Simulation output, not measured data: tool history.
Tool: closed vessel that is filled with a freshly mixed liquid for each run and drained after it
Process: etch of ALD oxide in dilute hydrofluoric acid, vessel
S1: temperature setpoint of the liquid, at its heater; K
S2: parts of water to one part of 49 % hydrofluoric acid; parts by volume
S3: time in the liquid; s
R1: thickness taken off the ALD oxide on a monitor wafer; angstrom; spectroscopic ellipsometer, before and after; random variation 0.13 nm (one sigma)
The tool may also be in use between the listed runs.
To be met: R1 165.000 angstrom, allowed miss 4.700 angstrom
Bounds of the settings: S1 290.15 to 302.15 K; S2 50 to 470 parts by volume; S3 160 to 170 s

run 1 day=0.000 | S1=294.15 S2=260 S3=160 | R1=96.869
run 2 day=0.162 | S1=295.65 S2=250 S3=160 | R1=107.130
run 3 day=0.533 | S1=295.65 S2=250 S3=170 | R1=112.610
run 4 day=0.867 | S1=296.65 S2=240 S3=170 | R1=124.450
run 5 day=0.954 | S1=297.65 S2=235 S3=170 | R1=129.620
run 6 day=1.104 | S1=297.65 S2=235 S3=170 | R1=131.090
run 7 day=1.392 | S1=298.65 S2=230 S3=170 | R1=140.250
run 8 day=1.754 | S1=299.15 S2=225 S3=170 | R1=147.020
run 9 day=1.900 | S1=299.65 S2=225 S3=170 | R1=149.490

Which of these 5 next moves meets every target?
run A day=2.046 | S1=298.65 S2=230 S3=165 | R1=?
run B day=2.046 | S1=301.65 S2=220 S3=170 | R1=?
run C day=2.046 | S1=298.65 S2=185 S3=170 | R1=?
run D day=2.046 | S1=299.15 S2=230 S3=170 | R1=?
run E day=2.046 | S1=298.15 S2=190 S3=170 | R1=?

move=A R1=136.750
move=B R1=165.610
move=C R1=183.520
move=D R1=143.440
move=E R1=174.480
A: further off than the last run
B: meets every target
C: takes the result that was furthest off past its target
D: further off than the last run
E: takes the result that was furthest off past its target
Move B is the one to make.
